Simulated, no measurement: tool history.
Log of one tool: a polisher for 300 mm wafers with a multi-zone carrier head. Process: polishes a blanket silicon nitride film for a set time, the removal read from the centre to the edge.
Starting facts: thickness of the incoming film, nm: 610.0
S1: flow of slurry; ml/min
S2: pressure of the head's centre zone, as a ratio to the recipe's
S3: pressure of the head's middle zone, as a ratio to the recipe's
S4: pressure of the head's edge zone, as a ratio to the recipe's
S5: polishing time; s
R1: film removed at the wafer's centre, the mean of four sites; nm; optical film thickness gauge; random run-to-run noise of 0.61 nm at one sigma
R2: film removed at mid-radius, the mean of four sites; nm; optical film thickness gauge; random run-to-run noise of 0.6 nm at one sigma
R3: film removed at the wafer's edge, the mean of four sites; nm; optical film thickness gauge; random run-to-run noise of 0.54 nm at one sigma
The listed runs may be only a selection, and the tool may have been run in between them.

run  hour   S1    S2    S3    S4  S5      R1      R2      R3
  1     0  135     1     1     1  40  109.07  107.35  105.09
  2   4.2  125  0.96  1.01  0.96  39  99.079  103.57  99.292
  3  11.1  125     1  1.01  0.96  39  104.82  103.16  99.755
  4  18.9  120  0.96  1.02  0.93  39  98.511  103.77   96.87
  5  25.4  110  0.93  1.02  0.91  39  93.222  101.62   95.03
  6  33.3  110  0.93  1.02  0.91  47  110.16  120.83  114.48
  7  39.4  110  0.91  1.02  0.89  45  103.79  115.52  109.25
     44.7  -- worn pad replaced by a new one
  8  44.7  105   0.9  1.03  0.87  43  108.77  123.92  112.16
  9  48.2  105   0.9  1.03  0.87  43   107.3  124.05  112.41
 10  51.5  115  0.89  1.04   0.9  40  102.41  119.26  108.96
 11  58.7  105  0.88  1.03  0.88  38  93.668  109.02  100.66
 12  63.1  100  0.87  1.04  0.87  36  85.105   103.5  93.756
 13    64   95  0.88  1.04  0.87  36  84.512  101.21  91.964
 14  67.9   90  0.88  1.04  0.87  36  82.267  98.283  91.068
 15  73.7   90  0.88  1.05  0.87  36  81.564  99.106  90.382
 16  74.7   90  0.88  1.06  0.87  36  83.704  101.22  90.886

Run 17, settings as shown, results not yet in. Your forecast:
 17  80.4  85  0.88  1.07  0.87  36   ?   ?   ?

For run 17 the tool returned R1 80.255 nm, R2 97.871 nm, R3 89.828 nm.
